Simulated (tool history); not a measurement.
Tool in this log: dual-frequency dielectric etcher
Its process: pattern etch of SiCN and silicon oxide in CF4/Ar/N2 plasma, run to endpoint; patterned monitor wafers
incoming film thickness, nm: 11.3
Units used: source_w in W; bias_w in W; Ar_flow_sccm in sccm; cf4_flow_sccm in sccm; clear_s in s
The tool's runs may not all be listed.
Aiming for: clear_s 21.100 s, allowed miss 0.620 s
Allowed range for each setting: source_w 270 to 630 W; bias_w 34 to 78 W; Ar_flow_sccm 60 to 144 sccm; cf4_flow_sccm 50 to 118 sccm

run 1 hour=0.0 | source_w=450 bias_w=56 Ar_flow_sccm=102 cf4_flow_sccm=84 | clear_s=15.514
run 2 hour=0.5 | source_w=480 bias_w=56 Ar_flow_sccm=102 cf4_flow_sccm=84 | clear_s=14.218
run 3 hour=7.6 | source_w=480 bias_w=56 Ar_flow_sccm=115 cf4_flow_sccm=84 | clear_s=14.659
run 4 hour=9.1 | source_w=450 bias_w=55 Ar_flow_sccm=115 cf4_flow_sccm=84 | clear_s=15.882
run 5 hour=12.5 | source_w=450 bias_w=55 Ar_flow_sccm=97 cf4_flow_sccm=84 | clear_s=15.629
run 6 hour=16.8 | source_w=450 bias_w=55 Ar_flow_sccm=97 cf4_flow_sccm=93 | clear_s=15.160
run 7 hour=21.5 | source_w=420 bias_w=55 Ar_flow_sccm=97 cf4_flow_sccm=93 | clear_s=16.081
run 8 hour=22.3 | source_w=330 bias_w=52 Ar_flow_sccm=99 cf4_flow_sccm=92 | clear_s=22.579

Of the 4 settings listed for the next run, only one would bring every result within its allowed miss of target. Which one?
run A hour=23.1 | source_w=370 bias_w=50 Ar_flow_sccm=101 cf4_flow_sccm=97 | clear_s=?
run B hour=23.1 | source_w=340 bias_w=51 Ar_flow_sccm=86 cf4_flow_sccm=96 | clear_s=?
run C hour=23.1 | source_w=340 bias_w=46 Ar_flow_sccm=111 cf4_flow_sccm=88 | clear_s=?
run D hour=23.1 | source_w=310 bias_w=47 Ar_flow_sccm=92 cf4_flow_sccm=91 | clear_s=?

move=A clear_s=19.800
move=B clear_s=21.216
move=C clear_s=23.188
move=D clear_s=24.829
A: moves the result that the last run missed by most past its target, out the other side
B: all results land within tolerance of their targets
C: lands further from the targets than the last run did
D: lands further from the targets than the last run did
So the answer is move B, the one that meets all the targets.

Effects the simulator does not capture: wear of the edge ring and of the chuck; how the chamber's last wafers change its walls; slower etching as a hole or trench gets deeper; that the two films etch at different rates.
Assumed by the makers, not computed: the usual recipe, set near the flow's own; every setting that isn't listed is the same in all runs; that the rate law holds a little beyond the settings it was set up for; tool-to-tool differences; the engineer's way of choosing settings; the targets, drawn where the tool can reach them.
